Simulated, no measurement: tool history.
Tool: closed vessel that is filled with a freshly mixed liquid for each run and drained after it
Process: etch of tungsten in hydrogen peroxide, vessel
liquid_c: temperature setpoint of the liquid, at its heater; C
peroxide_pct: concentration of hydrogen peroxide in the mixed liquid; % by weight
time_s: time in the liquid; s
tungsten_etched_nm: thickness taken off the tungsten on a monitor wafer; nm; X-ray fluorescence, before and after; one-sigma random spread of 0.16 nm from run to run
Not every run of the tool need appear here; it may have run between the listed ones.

Run 1, hour 0: liquid_c 47 C, peroxide_pct 19.5 % by weight, time_s 30 s. Result: tungsten_etched_nm 54.149 nm.
Run 2, hour 2.4: liquid_c 46 C, peroxide_pct 19.5 % by weight, time_s 30 s. Result: tungsten_etched_nm 50.275 nm.
Run 3, hour 10.2: liquid_c 46 C, peroxide_pct 19.5 % by weight, time_s 30 s. Result: tungsten_etched_nm 50.085 nm.
Run 4, hour 19.4: liquid_c 45 C, peroxide_pct 19.5 % by weight, time_s 30 s. Result: tungsten_etched_nm 47.696 nm.
Run 5, hour 27.5: liquid_c 45 C, peroxide_pct 17 % by weight, time_s 30 s. Result: tungsten_etched_nm 44.417 nm.
Run 6, hour 35.4: liquid_c 44 C, peroxide_pct 17 % by weight, time_s 30 s. Result: tungsten_etched_nm 41.546 nm.
Run 7, hour 43.8: liquid_c 43.5 C, peroxide_pct 17 % by weight, time_s 30 s. Result: tungsten_etched_nm 39.988 nm.
Run 8, hour 47.1: liquid_c 43 C, peroxide_pct 17 % by weight, time_s 30 s. Result: tungsten_etched_nm 39.139 nm.
Run 9, hour 56.2: liquid_c 42.5 C, peroxide_pct 17 % by weight, time_s 30 s. Result: tungsten_etched_nm 37.763 nm.
Run 10, hour 57.3: liquid_c 42 C, peroxide_pct 17 % by weight, time_s 30 s. Result: tungsten_etched_nm 36.562 nm.

The next listed run, before its measurement:
Run 11, hour 65.5: liquid_c 41.5 C, peroxide_pct 17 % by weight, time_s 30 s. Result: tungsten_etched_nm ?.

Logged for run 11: tungsten_etched_nm 35.702 nm.

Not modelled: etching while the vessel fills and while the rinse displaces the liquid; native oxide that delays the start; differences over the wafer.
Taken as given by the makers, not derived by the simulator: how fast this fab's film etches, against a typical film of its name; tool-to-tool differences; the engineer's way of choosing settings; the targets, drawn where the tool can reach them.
